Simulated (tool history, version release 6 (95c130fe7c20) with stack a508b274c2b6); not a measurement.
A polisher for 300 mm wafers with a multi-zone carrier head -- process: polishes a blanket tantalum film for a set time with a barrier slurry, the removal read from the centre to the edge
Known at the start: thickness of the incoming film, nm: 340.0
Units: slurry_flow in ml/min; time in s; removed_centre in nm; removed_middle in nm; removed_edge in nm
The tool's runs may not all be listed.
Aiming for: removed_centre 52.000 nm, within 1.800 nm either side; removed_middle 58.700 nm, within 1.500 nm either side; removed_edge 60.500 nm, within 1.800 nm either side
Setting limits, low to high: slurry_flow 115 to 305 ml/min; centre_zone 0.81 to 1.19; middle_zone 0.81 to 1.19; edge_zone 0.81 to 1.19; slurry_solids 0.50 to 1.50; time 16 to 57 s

run    day  slurry_flow  centre_zone  middle_zone  edge_zone  slurry_solids  time  removed_centre  removed_middle  removed_edge
  1  0.000          195         1.00         1.00       1.00           1.00    36          35.558          35.543        36.014
  2  0.029          200         0.98         1.02       1.05           1.15    39          39.321          41.033        40.592
  3  0.254          155         0.98         1.02       1.05           1.15    39          37.309          38.495        40.183
  4  0.483          190         0.98         1.02       1.05           1.15    39          38.907          40.550        41.030
  5  0.754          190         0.98         0.96       1.05           1.15    39          38.635          37.962        40.536
  6  0.975          190         0.98         0.99       1.05           1.15    39          39.199          38.921        41.342
  7  1.279          190         0.96         1.01       1.08           1.25    42          42.486          44.064        44.875
  8  1.338          170         0.94         1.02       1.11           1.30    45          43.521          46.896        49.262
  9  1.488          175         0.93         1.03       1.13           1.35    47          45.977          49.949        52.573
 10  1.692          190         0.92         1.03       1.15           1.40    48          47.069          52.019        55.190
 11  1.771          205         0.92         1.04       1.16           1.45    48          48.043          53.858        55.595
 12  1.858          215         0.92         1.04       1.17           1.45    49          49.342          55.089        58.005
 13  1.979          225         0.92         1.05       1.18           1.45    49          50.145          56.224        57.748
 14  2.283          225         0.92         1.05       1.18           1.45    49          49.801          55.901        58.144
 15  2.500          230         0.92         1.05       1.18           1.45    49          50.968          55.451        58.304
 16  2.842          230         0.91         1.06       1.18           1.45    49          49.800          56.575        59.491

Which single option among these 4 for the next run brings every result within its allowed miss of target? Just one does.
  A  3.183          215         0.91         1.00       1.19           1.35    52               ?               ?             ?
  B  3.183          210         0.87         1.01       1.19           1.20    51               ?               ?             ?
  C  3.183          210         0.92         1.06       1.17           1.35    52               ?               ?             ?
  D  3.183          195         0.83         1.02       1.12           1.45    54               ?               ?             ?

move  removed_centre  removed_middle  removed_edge
   A          50.167          55.514        59.902
   B          45.858          53.365        57.133
   C          50.503          58.125        59.175
   D          47.780          58.633        60.481
A: the biggest miss grows against the last run
B: the biggest miss grows against the last run
C: hits every target within its allowed miss
D: brings the last run's worst result on target, with another outside its allowed miss
The move that meets every target is C.
